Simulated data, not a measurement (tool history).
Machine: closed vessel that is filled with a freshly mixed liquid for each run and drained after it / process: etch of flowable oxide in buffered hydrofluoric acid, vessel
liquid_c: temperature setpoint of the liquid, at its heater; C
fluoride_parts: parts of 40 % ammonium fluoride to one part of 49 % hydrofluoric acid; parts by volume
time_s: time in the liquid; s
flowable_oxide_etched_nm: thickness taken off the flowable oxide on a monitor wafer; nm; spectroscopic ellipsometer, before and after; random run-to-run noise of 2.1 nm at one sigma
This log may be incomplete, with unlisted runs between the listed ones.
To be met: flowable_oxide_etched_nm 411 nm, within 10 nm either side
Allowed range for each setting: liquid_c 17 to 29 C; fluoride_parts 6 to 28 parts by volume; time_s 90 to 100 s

run,hour,liquid_c,fluoride_parts,time_s,flowable_oxide_etched_nm
1,0,21,17,90,159.4
2,2.2,17.5,17,90,130.4
3,9,21,14,90,192.62
4,11.1,23.5,12.5,90,247.1
# hour 19.6: hydrofluoric acid flow meter replaced
5,19.6,23.5,12.5,100,250.24
6,23.4,23.5,12.5,100,247.71
7,26.1,25.5,11,100,314.95
8,27.6,26.5,10.5,100,349.59
9,34.8,27.5,10.5,100,369.96
10,43.9,27.5,10.5,100,368.46

Of the 4 settings listed for the next run, only one would bring every result within its allowed miss of target. Which one?
A,53,28.5,10,100,?
B,53,28.5,8.5,95,?
C,53,28.5,10.5,100,?
D,53,28.5,12.5,95,?

move,flowable_oxide_etched_nm
A,410.14
B,442.91
C,391.15
D,313.5
A: in spec on every target
B: takes the biggest miss from the last run beyond its target
C: moves toward the targets from the last run without getting all of them in spec
D: its largest miss is bigger than the last run's
So the answer is move A, the one that meets all the targets.
